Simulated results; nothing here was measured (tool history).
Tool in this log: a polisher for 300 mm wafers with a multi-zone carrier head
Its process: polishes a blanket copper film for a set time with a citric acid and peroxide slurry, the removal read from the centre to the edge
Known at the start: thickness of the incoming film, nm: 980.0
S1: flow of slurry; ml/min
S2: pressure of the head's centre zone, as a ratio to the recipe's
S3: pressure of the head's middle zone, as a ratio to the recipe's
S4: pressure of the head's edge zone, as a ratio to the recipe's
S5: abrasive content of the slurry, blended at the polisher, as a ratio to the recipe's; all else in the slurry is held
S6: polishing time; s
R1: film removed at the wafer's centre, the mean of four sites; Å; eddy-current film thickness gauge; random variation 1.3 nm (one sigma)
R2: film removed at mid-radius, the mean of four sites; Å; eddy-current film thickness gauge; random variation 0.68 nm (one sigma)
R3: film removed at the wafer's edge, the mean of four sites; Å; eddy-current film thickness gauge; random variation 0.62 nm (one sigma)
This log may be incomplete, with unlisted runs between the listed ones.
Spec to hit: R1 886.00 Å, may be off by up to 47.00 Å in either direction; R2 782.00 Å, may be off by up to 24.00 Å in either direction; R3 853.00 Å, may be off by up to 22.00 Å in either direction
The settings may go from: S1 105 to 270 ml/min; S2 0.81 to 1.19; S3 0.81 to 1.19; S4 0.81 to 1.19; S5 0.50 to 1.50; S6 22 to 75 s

run,hour,S1,S2,S3,S4,S5,S6,R1,R2,R3
1,0.0,175,1.00,1.00,1.00,1.00,48,1016.50,1029.60,999.70
2,5.8,170,1.00,0.97,0.98,0.95,48,1035.70,995.16,981.29
3,12.5,170,1.00,0.97,1.01,0.95,48,980.50,990.40,991.36
4,17.3,165,1.00,0.94,1.00,0.90,48,971.45,948.52,993.50
5,23.7,160,1.00,0.93,0.98,0.85,48,977.87,932.71,957.80
6,25.6,160,0.92,0.93,0.98,0.85,48,880.47,916.65,949.28
7,33.2,155,0.92,0.91,0.96,0.80,48,883.60,884.99,938.68
8,34.8,150,0.92,0.90,0.94,0.75,48,869.17,874.98,910.78
9,40.5,145,0.93,0.88,0.93,0.75,48,858.39,854.38,907.36
10,47.2,145,0.95,0.87,0.92,0.70,48,871.37,841.73,894.91
11,50.2,120,1.00,0.81,0.86,0.65,48,848.21,765.33,823.06

4 next moves are on the table. One of them brings every result within its allowed miss. Which?
A,53.2,115,1.01,0.85,0.83,0.50,50,?,?,?
B,53.2,110,0.99,0.85,0.84,0.65,47,?,?,?
C,53.2,120,1.02,0.83,0.92,0.65,48,?,?,?
D,53.2,130,1.06,0.88,0.82,0.65,45,?,?,?

move,R1,R2,R3
A,879.29,774.13,810.43
B,839.92,755.57,797.38
C,902.00,773.87,859.44
D,894.82,763.95,772.93
A: lands further from the targets than the last run did
B: lands further from the targets than the last run did
C: in spec on every target
D: lands further from the targets than the last run did
Move C is the one to make.
